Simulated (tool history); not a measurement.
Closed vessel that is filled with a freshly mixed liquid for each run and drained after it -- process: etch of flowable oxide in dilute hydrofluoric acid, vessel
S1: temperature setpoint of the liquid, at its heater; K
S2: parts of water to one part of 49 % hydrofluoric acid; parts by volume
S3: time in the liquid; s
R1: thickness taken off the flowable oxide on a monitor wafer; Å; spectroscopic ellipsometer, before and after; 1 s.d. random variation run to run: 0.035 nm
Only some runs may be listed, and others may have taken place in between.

| run | hour | S1 | S2 | S3 | R1 |
|---|---|---|---|---|---|
| 1 | 0.0 | 297.15 | 295 | 35 | 57.107 |
| 2 | 1.7 | 295.65 | 295 | 35 | 54.309 |
| 3 | 3.2 | 295.65 | 295 | 30 | 46.547 |
| 4 | 10.3 | 298.15 | 295 | 30 | 50.474 |
| 5 | 17.5 | 298.15 | 295 | 30 | 50.620 |
| 6 | 19.0 | 298.15 | 295 | 30 | 51.015 |
| 7 | 27.8 | 299.15 | 265 | 30 | 60.471 |
| 8 | 29.5 | 300.15 | 250 | 30 | 67.289 |

Run 9 is up next; what results do you expect?
| 9 | 34.9 | 301.15 | 240 | 30 | ? |

{"run 9": {"R1": 73.309}}
